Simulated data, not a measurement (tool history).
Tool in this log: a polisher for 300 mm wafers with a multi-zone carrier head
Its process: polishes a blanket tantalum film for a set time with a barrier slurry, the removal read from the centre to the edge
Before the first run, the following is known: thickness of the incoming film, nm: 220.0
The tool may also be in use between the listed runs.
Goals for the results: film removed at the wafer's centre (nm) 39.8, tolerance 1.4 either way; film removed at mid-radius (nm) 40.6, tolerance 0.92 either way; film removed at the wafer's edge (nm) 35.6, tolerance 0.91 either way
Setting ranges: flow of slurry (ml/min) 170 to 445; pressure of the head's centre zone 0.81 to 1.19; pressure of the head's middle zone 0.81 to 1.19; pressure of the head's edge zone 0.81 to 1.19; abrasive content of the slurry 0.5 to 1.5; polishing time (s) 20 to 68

| run | hour | flow of slurry (ml/min) | pressure of the head's centre zone | pressure of the head's middle zone | pressure of the head's edge zone | abrasive content of the slurry | polishing time (s) | film removed at the wafer's centre (nm) | film removed at mid-radius (nm) | film removed at the wafer's edge (nm) |
|---|---|---|---|---|---|---|---|---|---|---|
| 1 | 0 | 285 | 1 | 1 | 1 | 1 | 44 | 41.194 | 41.246 | 40.689 |
| 2 | 8.9 | 285 | 1 | 1 | 1 | 1 | 54 | 50.624 | 50.283 | 50.076 |
| 3 | 13.5 | 320 | 1 | 1 | 1 | 1 | 54 | 51.246 | 51.252 | 49.962 |
| 4 | 21.3 | 320 | 0.95 | 1 | 1 | 1 | 54 | 48.549 | 51.189 | 50.244 |
| 5 | 27.7 | 320 | 0.95 | 1 | 1 | 1.15 | 54 | 49.376 | 52.871 | 51.366 |
| 6 | 30.8 | 320 | 0.95 | 1 | 1 | 1.15 | 62 | 57.918 | 60.315 | 59.775 |
| 7 | 33.7 | 330 | 0.96 | 1 | 0.98 | 1.05 | 59 | 54.076 | 57.232 | 54.296 |
| 8 | 41.6 | 340 | 0.96 | 0.98 | 0.96 | 0.95 | 58 | 53.839 | 53.742 | 51.757 |
| 9 | 46.4 | 350 | 0.95 | 0.98 | 0.94 | 0.9 | 57 | 51.359 | 52.279 | 49.97 |
| 10 | 53.4 | 350 | 0.95 | 0.98 | 0.94 | 0.9 | 57 | 50.823 | 52.291 | 50.128 |

5 candidate next runs follow, results not yet known. Just one meets every target within its allowed miss. Identify it.
| A | 60.4 | 275 | 0.85 | 0.98 | 1.03 | 0.9 | 46 | ? | ? | ? |
| B | 60.4 | 265 | 0.85 | 0.9 | 1.18 | 0.85 | 46 | ? | ? | ? |
| C | 60.4 | 360 | 1.14 | 0.89 | 0.81 | 0.85 | 43 | ? | ? | ? |
| D | 60.4 | 275 | 0.99 | 1.02 | 0.81 | 1.05 | 42 | ? | ? | ? |
| E | 60.4 | 275 | 0.98 | 0.98 | 0.93 | 1 | 37 | ? | ? | ? |

| move | film removed at the wafer's centre (nm) | film removed at mid-radius (nm) | film removed at the wafer's edge (nm) |
|---|---|---|---|
| A | 36.212 | 42.185 | 41.944 |
| B | 35.634 | 39.051 | 44.324 |
| C | 45.911 | 37.01 | 35.217 |
| D | 39.844 | 40.964 | 35.387 |
| E | 34.384 | 34.681 | 32.857 |
A: gains on the last run, yet a result remains outside its allowed miss
B: gains on the last run, yet a result remains outside its allowed miss
C: brings the last run's worst result on target, with another outside its allowed miss
D: meets every target
E: moves the result that the last run missed by most past its target, out the other side
The right move is D.

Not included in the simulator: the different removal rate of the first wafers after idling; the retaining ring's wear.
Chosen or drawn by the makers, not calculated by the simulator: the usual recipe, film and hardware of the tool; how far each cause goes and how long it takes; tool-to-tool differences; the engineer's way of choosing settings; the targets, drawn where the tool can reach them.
